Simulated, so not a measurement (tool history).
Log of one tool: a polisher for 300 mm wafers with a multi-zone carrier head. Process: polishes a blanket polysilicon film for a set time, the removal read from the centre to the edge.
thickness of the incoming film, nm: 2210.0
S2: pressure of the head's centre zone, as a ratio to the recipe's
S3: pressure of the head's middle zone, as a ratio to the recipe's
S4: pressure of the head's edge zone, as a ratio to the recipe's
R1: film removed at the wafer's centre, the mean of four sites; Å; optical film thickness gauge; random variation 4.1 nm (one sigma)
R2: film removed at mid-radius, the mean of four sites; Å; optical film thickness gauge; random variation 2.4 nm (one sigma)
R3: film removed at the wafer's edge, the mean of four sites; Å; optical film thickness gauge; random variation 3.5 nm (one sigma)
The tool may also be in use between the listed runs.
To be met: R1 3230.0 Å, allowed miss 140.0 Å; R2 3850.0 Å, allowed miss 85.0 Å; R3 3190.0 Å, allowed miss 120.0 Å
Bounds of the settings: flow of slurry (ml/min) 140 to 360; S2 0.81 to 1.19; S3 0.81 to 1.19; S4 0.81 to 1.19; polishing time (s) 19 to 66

{"run": 1, "day": 0.0, "flow of slurry (ml/min)": 230, "S2": 1.0, "S3": 1.0, "S4": 1.0, "polishing time (s)": 42, "R1": 2404.4, "R2": 2363.7, "R3": 2372.0}
{"run": 2, "day": 0.196, "flow of slurry (ml/min)": 240, "S2": 1.0, "S3": 1.02, "S4": 1.0, "polishing time (s)": 43, "R1": 2521.4, "R2": 2483.4, "R3": 2403.0}
{"run": 3, "day": 0.35, "flow of slurry (ml/min)": 240, "S2": 1.0, "S3": 1.02, "S4": 1.0, "polishing time (s)": 50, "R1": 2911.7, "R2": 2868.2, "R3": 2865.9}
{"run": 4, "day": 0.446, "flow of slurry (ml/min)": 270, "S2": 1.0, "S3": 1.02, "S4": 1.0, "polishing time (s)": 50, "R1": 2885.0, "R2": 2947.3, "R3": 2838.8}
{"run": 5, "day": 0.642, "flow of slurry (ml/min)": 270, "S2": 1.0, "S3": 1.02, "S4": 1.0, "polishing time (s)": 46, "R1": 2727.4, "R2": 2695.4, "R3": 2611.5}
{"run": 6, "day": 0.767, "flow of slurry (ml/min)": 275, "S2": 0.99, "S3": 1.04, "S4": 1.01, "polishing time (s)": 47, "R1": 2762.1, "R2": 2799.4, "R3": 2705.0}
{"run": 7, "day": 0.971, "flow of slurry (ml/min)": 280, "S2": 0.98, "S3": 1.06, "S4": 1.0, "polishing time (s)": 48, "R1": 2806.3, "R2": 2933.8, "R3": 2769.9}
{"run": 8, "day": 1.171, "flow of slurry (ml/min)": 285, "S2": 0.98, "S3": 1.08, "S4": 0.99, "polishing time (s)": 49, "R1": 2834.1, "R2": 3019.3, "R3": 2851.3}
{"run": 9, "day": 1.392, "flow of slurry (ml/min)": 295, "S2": 0.98, "S3": 1.09, "S4": 0.97, "polishing time (s)": 50, "R1": 2936.4, "R2": 3122.4, "R3": 2857.0}
{"run": 10, "day": 1.504, "flow of slurry (ml/min)": 300, "S2": 0.97, "S3": 1.1, "S4": 0.96, "polishing time (s)": 51, "R1": 2939.2, "R2": 3220.7, "R3": 2885.3}
{"run": 11, "day": 1.679, "flow of slurry (ml/min)": 305, "S2": 0.97, "S3": 1.11, "S4": 0.96, "polishing time (s)": 51, "R1": 2977.7, "R2": 3221.1, "R3": 2893.5}
{"run": 12, "day": 1.992, "flow of slurry (ml/min)": 310, "S2": 0.96, "S3": 1.12, "S4": 0.95, "polishing time (s)": 52, "R1": 2979.2, "R2": 3338.3, "R3": 2966.4}
{"run": 13, "day": 2.258, "flow of slurry (ml/min)": 315, "S2": 0.96, "S3": 1.13, "S4": 0.95, "polishing time (s)": 52, "R1": 2997.7, "R2": 3365.6, "R3": 2966.7}
{"run": 14, "day": 2.467, "flow of slurry (ml/min)": 320, "S2": 0.96, "S3": 1.14, "S4": 0.95, "polishing time (s)": 52, "R1": 2998.6, "R2": 3376.5, "R3": 2951.3}
{"run": 15, "day": 2.512, "flow of slurry (ml/min)": 320, "S2": 0.96, "S3": 1.15, "S4": 0.95, "polishing time (s)": 52, "R1": 3026.0, "R2": 3437.0, "R3": 2980.3}
{"run": 16, "day": 2.804, "flow of slurry (ml/min)": 325, "S2": 0.96, "S3": 1.15, "S4": 0.95, "polishing time (s)": 52, "R1": 3016.8, "R2": 3404.3, "R3": 2892.9}

Which of these 5 next moves meets every target?
{"run": "A", "day": 3.096, "flow of slurry (ml/min)": 345, "S2": 1.03, "S3": 1.13, "S4": 0.99, "polishing time (s)": 44, "R1": "?", "R2": "?", "R3": "?"}
{"run": "B", "day": 3.096, "flow of slurry (ml/min)": 355, "S2": 1.02, "S3": 1.16, "S4": 0.98, "polishing time (s)": 46, "R1": "?", "R2": "?", "R3": "?"}
{"run": "C", "day": 3.096, "flow of slurry (ml/min)": 265, "S2": 1.06, "S3": 0.91, "S4": 1.0, "polishing time (s)": 54, "R1": "?", "R2": "?", "R3": "?"}
{"run": "D", "day": 3.096, "flow of slurry (ml/min)": 275, "S2": 1.04, "S3": 0.99, "S4": 0.96, "polishing time (s)": 50, "R1": "?", "R2": "?", "R3": "?"}
{"run": "E", "day": 3.096, "flow of slurry (ml/min)": 255, "S2": 0.96, "S3": 1.19, "S4": 0.93, "polishing time (s)": 58, "R1": "?", "R2": "?", "R3": "?"}

move=A R1=2801.0 R2=2881.8 R3=2529.4
move=B R1=2908.0 R2=3089.2 R3=2635.4
move=C R1=3433.5 R2=2868.9 R3=3067.2
move=D R1=3134.6 R2=2862.7 R3=2790.7
move=E R1=3327.8 R2=3855.3 R3=3160.5
A: further off than the last run
B: further off than the last run
C: further off than the last run
D: further off than the last run
E: meets every target
Move E is the one to make.
